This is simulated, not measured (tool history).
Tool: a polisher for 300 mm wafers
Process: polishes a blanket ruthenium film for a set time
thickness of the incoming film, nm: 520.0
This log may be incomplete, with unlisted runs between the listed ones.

| run | hour | flow of slurry (ml/min) | pressure of the wafer on the pad (psi) | speed of the pad under the wafer (m/s) | polishing time (s) | film removed (nm) |
|---|---|---|---|---|---|---|
| 1 | 0.0 | 260 | 2.0 | 1.1 | 114 | 126.66 |
| 2 | 8.5 | 260 | 1.8 | 1.1 | 114 | 116.03 |
| 3 | 15.2 | 260 | 1.7 | 1.1 | 114 | 110.10 |
| 4 | 16.1 | 200 | 1.7 | 1.1 | 114 | 107.03 |
| 5 | 23.8 | 200 | 2.1 | 1.1 | 114 | 132.09 |
| 6 | 30.5 | 200 | 1.8 | 1.1 | 114 | 111.45 |
| 7 | 36.7 | 200 | 1.7 | 1.1 | 114 | 108.11 |

Run 8 is up next; what results do you expect?
| 8 | 42.7 | 200 | 1.6 | 1.1 | 114 | ? |

{"run 8": {"film removed (nm)": 100.21}}

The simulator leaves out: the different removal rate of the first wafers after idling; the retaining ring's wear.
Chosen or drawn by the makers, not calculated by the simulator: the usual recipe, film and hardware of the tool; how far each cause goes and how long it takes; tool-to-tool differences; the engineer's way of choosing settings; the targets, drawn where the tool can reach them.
